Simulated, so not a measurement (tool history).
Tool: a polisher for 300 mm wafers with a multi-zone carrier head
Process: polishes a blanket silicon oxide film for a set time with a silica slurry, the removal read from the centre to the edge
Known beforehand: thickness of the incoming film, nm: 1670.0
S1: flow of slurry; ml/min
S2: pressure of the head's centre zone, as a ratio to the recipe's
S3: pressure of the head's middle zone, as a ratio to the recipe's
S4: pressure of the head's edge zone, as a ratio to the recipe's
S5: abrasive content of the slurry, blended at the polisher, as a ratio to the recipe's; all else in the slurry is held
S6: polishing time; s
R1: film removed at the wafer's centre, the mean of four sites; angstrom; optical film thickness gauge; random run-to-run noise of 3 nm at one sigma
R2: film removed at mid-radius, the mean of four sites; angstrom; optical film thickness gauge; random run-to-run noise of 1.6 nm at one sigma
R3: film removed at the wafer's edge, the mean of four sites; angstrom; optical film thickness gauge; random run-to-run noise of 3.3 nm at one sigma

run 1 hour=0 | S1=145 S2=1 S3=1 S4=1 S5=1 S6=32 | R1=1472 R2=1435.7 R3=1450.4
run 2 hour=2 | S1=150 S2=1.02 S3=0.99 S4=1.02 S5=1.05 S6=32 | R1=1531.1 R2=1473.9 R3=1474.3
run 3 hour=10.3 | S1=150 S2=1.02 S3=0.99 S4=1.02 S5=1.15 S6=32 | R1=1595.6 R2=1510 R3=1569.7
run 4 hour=15.8 | S1=155 S2=1.04 S3=0.99 S4=1.03 S5=1.2 S6=33 | R1=1709.5 R2=1574.7 R3=1675.3
run 5 hour=23 | S1=160 S2=1.06 S3=0.99 S4=1.03 S5=1.25 S6=33 | R1=1749 R2=1630.2 R3=1614.1
run 6 hour=24 | S1=160 S2=1.06 S3=0.99 S4=1.09 S5=1.25 S6=33 | R1=1797.4 R2=1607.9 R3=1737.1

Estimate the outcome of run 7 from the log above:
run 7 hour=26.9 | S1=160 S2=1.08 S3=0.99 S4=1.1 S5=1.3 S6=34 | R1=? R2=? R3=?

{"run 7": {"R1": 1908.6, "R2": 1694.3, "R3": 1811.7}}
